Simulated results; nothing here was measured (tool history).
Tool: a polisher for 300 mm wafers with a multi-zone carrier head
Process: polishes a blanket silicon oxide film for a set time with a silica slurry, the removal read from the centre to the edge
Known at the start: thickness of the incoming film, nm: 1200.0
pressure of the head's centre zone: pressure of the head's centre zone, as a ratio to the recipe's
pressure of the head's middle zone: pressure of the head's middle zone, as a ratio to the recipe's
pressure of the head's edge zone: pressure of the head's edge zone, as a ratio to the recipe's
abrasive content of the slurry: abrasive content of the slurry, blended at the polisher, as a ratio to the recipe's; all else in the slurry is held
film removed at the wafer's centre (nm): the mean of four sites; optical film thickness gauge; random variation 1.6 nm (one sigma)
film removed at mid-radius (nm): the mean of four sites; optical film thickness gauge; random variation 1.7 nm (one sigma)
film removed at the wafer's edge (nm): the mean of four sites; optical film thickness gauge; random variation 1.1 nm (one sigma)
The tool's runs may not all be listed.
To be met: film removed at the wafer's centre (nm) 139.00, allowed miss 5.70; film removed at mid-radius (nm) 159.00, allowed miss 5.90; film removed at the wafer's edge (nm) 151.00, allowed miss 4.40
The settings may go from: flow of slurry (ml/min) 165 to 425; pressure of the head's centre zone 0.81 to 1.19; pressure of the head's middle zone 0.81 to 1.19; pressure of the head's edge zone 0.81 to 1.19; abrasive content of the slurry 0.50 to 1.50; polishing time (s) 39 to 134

run    day  flow of slurry (ml/min)  pressure of the head's centre zone  pressure of the head's middle zone  pressure of the head's edge zone  abrasive content of the slurry  polishing time (s)  film removed at the wafer's centre (nm)  film removed at mid-radius (nm)  film removed at the wafer's edge (nm)
  1  0.000                      275                                1.00                                1.00                              1.00                            1.00                  86                                   302.55                           332.61                                 327.22
  2  0.188                      275                                1.00                                1.00                              1.03                            1.00                  86                                   301.73                           330.11                                 329.97
  3  0.312                      275                                1.00                                1.00                              1.03                            1.00                  73                                   253.87                           280.32                                 283.45
  4  0.562                      275                                1.03                                1.00                              1.03                            1.00                  73                                   264.83                           282.04                                 282.76
  5  0.667                      275                                1.03                                1.06                              1.03                            1.00                  73                                   265.91                           290.00                                 285.51
  6  0.733                      275                                1.02                                1.05                              1.00                            0.90                  68                                   230.20                           252.37                                 241.93
  7  0.950                      270                                1.00                                1.02                              0.98                            0.85                  67                                   213.69                           239.19                                 224.95
  8  1.071                      265                                0.99                                0.99                              0.98                            0.80                  66                                   198.81                           212.93                                 211.34
  9  1.325                      260                                0.97                                0.98                              0.95                            0.75                  66                                   188.71                           202.41                                 201.24
 10  1.400                      260                                0.95                                0.98                              0.93                            0.70                  66                                   170.35                           190.55                                 188.03
 11  1.562                      260                                0.94                                0.98                              0.91                            0.65                  66                                   159.31                           180.31                                 173.38

5 next moves are on the table. One of them brings every result within its allowed miss. Which?
  A  1.725                      285                                0.86                                0.88                              0.90                            0.65                  81                                        ?                                ?                                      ?
  B  1.725                      210                                0.96                                1.01                              0.90                            0.95                  44                                        ?                                ?                                      ?
  C  1.725                      245                                1.05                                0.87                              0.81                            0.50                  77                                        ?                                ?                                      ?
  D  1.725                      285                                0.84                                1.16                              0.82                            0.65                  63                                        ?                                ?                                      ?
  E  1.725                      225                                1.01                                0.93                              0.91                            0.70                  59                                        ?                                ?                                      ?

move  film removed at the wafer's centre (nm)  film removed at mid-radius (nm)  film removed at the wafer's edge (nm)
   A                                   178.89                           205.45                                 216.15
   B                                   138.42                           160.48                                 151.82
   C                                   152.21                           142.25                                 144.91
   D                                   136.19                           201.86                                 160.63
   E                                   157.93                           162.29                                 165.16
A: further off than the last run
B: meets every target
C: takes the result that was furthest off past its target
D: further off than the last run
E: nearer than the last run, and not there yet
Move B is the one to make.
